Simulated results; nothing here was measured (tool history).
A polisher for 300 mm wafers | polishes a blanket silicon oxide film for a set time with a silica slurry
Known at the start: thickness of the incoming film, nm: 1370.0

run	hour	flow of slurry (ml/min)	pressure of the wafer on the pad (psi)	speed of the pad under the wafer (cm/s)	abrasive content of the slurry	polishing time (s)	film removed (Å)
1	0.0	160	4.6	94	1.0	84	2639.3
2	5.2	160	4.6	94	1.2	84	2826.2
3	7.3	160	4.7	94	1.2	84	2837.6
4	8.4	160	4.7	94	1.2	84	2896.1
5	11.4	160	4.8	94	1.2	84	2924.5
6	16.7	160	4.8	94	1.2	89	3179.4
7	18.4	160	4.9	94	1.2	89	3142.3

Run 8 comes next. What will it give?
8	25.3	160	5.0	94	1.2	89	?

{"run 8": {"film removed (Å)": 3228.2}}

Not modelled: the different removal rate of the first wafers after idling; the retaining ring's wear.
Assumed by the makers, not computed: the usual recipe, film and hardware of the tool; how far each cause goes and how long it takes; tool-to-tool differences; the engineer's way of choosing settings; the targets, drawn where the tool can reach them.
